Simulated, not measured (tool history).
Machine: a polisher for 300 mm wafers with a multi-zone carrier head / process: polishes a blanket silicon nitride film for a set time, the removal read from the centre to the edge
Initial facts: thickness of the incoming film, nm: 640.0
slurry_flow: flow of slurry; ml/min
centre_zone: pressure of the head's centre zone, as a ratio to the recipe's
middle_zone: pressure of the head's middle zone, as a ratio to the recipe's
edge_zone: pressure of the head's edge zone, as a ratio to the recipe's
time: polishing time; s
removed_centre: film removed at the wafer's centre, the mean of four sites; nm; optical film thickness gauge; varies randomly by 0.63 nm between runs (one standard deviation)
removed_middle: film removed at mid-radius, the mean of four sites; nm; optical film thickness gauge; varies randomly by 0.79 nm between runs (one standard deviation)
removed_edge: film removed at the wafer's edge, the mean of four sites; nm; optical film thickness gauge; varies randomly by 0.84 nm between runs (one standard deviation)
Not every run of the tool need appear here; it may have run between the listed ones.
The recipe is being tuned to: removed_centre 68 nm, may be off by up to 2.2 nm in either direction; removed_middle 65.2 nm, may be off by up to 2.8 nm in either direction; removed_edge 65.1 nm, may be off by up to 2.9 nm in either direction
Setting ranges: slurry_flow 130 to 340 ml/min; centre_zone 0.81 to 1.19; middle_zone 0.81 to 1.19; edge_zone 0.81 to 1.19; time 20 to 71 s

run 1 day=0 | slurry_flow=220 centre_zone=1 middle_zone=1 edge_zone=1 time=45 | removed_centre=115.28 removed_middle=114.71 removed_edge=113.42
run 2 day=0.146 | slurry_flow=220 centre_zone=1 middle_zone=1 edge_zone=1 time=55 | removed_centre=139.67 removed_middle=142.55 removed_edge=138.26
run 3 day=0.179 | slurry_flow=215 centre_zone=0.99 middle_zone=0.99 edge_zone=0.97 time=48 | removed_centre=122.24 removed_middle=122.12 removed_edge=116.9
run 4 day=0.212 | slurry_flow=215 centre_zone=0.99 middle_zone=1.07 edge_zone=0.97 time=48 | removed_centre=120.35 removed_middle=127.97 removed_edge=116.66
run 5 day=0.538 | slurry_flow=210 centre_zone=0.97 middle_zone=1.03 edge_zone=0.95 time=42 | removed_centre=102.67 removed_middle=109.31 removed_edge=103.17
run 6 day=0.838 | slurry_flow=210 centre_zone=0.98 middle_zone=1.01 edge_zone=0.93 time=37 | removed_centre=92.847 removed_middle=96.036 removed_edge=88.161
run 7 day=1.117 | slurry_flow=205 centre_zone=0.97 middle_zone=0.97 edge_zone=0.92 time=34 | removed_centre=84.804 removed_middle=85.33 removed_edge=80.454
run 8 day=1.146 | slurry_flow=200 centre_zone=0.96 middle_zone=0.94 edge_zone=0.91 time=33 | removed_centre=79.415 removed_middle=78.926 removed_edge=76.531
run 9 day=1.417 | slurry_flow=195 centre_zone=0.95 middle_zone=0.92 edge_zone=0.89 time=33 | removed_centre=78.933 removed_middle=77.989 removed_edge=76.936
run 10 day=1.6 | slurry_flow=195 centre_zone=0.96 middle_zone=0.9 edge_zone=0.87 time=24 | removed_centre=58.85 removed_middle=55.39 removed_edge=54.807
run 11 day=1.9 | slurry_flow=195 centre_zone=0.97 middle_zone=0.92 edge_zone=0.9 time=24 | removed_centre=58.736 removed_middle=56.803 removed_edge=57.399
run 12 day=2.25 | slurry_flow=205 centre_zone=0.98 middle_zone=0.93 edge_zone=0.91 time=25 | removed_centre=62.653 removed_middle=60.171 removed_edge=59.575
run 13 day=2.346 | slurry_flow=215 centre_zone=0.98 middle_zone=0.93 edge_zone=0.92 time=25 | removed_centre=62.919 removed_middle=61.6 removed_edge=61.053
run 14 day=2.704 | slurry_flow=220 centre_zone=0.99 middle_zone=0.93 edge_zone=0.93 time=25 | removed_centre=63.327 removed_middle=60.398 removed_edge=60.996
run 15 day=2.754 | slurry_flow=240 centre_zone=1.01 middle_zone=0.98 edge_zone=0.97 time=27 | removed_centre=70.851 removed_middle=68.181 removed_edge=66.629
run 16 day=3.067 | slurry_flow=235 centre_zone=1.01 middle_zone=0.98 edge_zone=0.97 time=27 | removed_centre=70.422 removed_middle=69.402 removed_edge=66.272
run 17 day=3.342 | slurry_flow=230 centre_zone=1.01 middle_zone=0.97 edge_zone=0.97 time=27 | removed_centre=69.175 removed_middle=67.926 removed_edge=66.331
run 18 day=3.571 | slurry_flow=225 centre_zone=1.01 middle_zone=0.97 edge_zone=0.97 time=27 | removed_centre=69.987 removed_middle=68.198 removed_edge=66.824
run 19 day=3.617 | slurry_flow=225 centre_zone=1.01 middle_zone=0.96 edge_zone=0.97 time=27 | removed_centre=70.122 removed_middle=66.799 removed_edge=66.35

Which one of the following 5 next-run settings gets every result inside its allowed miss? There is exactly one.
run A day=3.662 | slurry_flow=175 centre_zone=1.06 middle_zone=0.93 edge_zone=0.97 time=28 | removed_centre=? removed_middle=? removed_edge=?
run B day=3.662 | slurry_flow=190 centre_zone=1.01 middle_zone=0.96 edge_zone=0.96 time=27 | removed_centre=? removed_middle=? removed_edge=?
run C day=3.662 | slurry_flow=340 centre_zone=1.09 middle_zone=1.02 edge_zone=0.98 time=25 | removed_centre=? removed_middle=? removed_edge=?
run D day=3.662 | slurry_flow=190 centre_zone=1 middle_zone=1 edge_zone=0.94 time=28 | removed_centre=? removed_middle=? removed_edge=?
run E day=3.662 | slurry_flow=160 centre_zone=1.1 middle_zone=0.87 edge_zone=1.03 time=28 | removed_centre=? removed_middle=? removed_edge=?

move=A removed_centre=72.108 removed_middle=66.313 removed_edge=68.393
move=B removed_centre=67.098 removed_middle=66.388 removed_edge=66.161
move=C removed_centre=71.963 removed_middle=68.764 removed_edge=64.836
move=D removed_centre=68.908 removed_middle=71.182 removed_edge=67.899
move=E removed_centre=73.708 removed_middle=62.006 removed_edge=69.772
A: the biggest miss grows against the last run
B: all results in spec
C: the biggest miss grows against the last run
D: puts the biggest miss on target and leaves a different result outside tolerance
E: the biggest miss grows against the last run
Correct choice: B, which meets every target

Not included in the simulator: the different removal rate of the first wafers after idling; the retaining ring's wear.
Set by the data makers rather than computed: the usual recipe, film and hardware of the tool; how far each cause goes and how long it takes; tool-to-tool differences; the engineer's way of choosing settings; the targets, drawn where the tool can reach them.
